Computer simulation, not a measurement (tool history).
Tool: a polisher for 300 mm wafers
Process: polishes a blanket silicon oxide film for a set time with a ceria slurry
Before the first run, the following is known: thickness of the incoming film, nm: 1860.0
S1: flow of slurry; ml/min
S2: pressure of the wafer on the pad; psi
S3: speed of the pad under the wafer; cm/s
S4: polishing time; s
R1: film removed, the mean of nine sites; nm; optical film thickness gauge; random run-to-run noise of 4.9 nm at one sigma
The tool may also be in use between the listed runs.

run	day	S1	S2	S3	S4	R1
1	0.000	165	3.6	112	130	649.38
2	0.025	165	3.1	110	130	564.83
3	0.067	165	2.7	108	130	480.31
4	0.329	165	2.7	108	136	504.02
5	0.588	165	2.4	108	136	436.63
6	0.875	165	2.4	108	130	431.52
7	1.162	165	2.3	108	130	409.57

What will run 8 give?
8	1.496	165	2.2	108	130	?

{"run 8": {"R1": 396.25}}
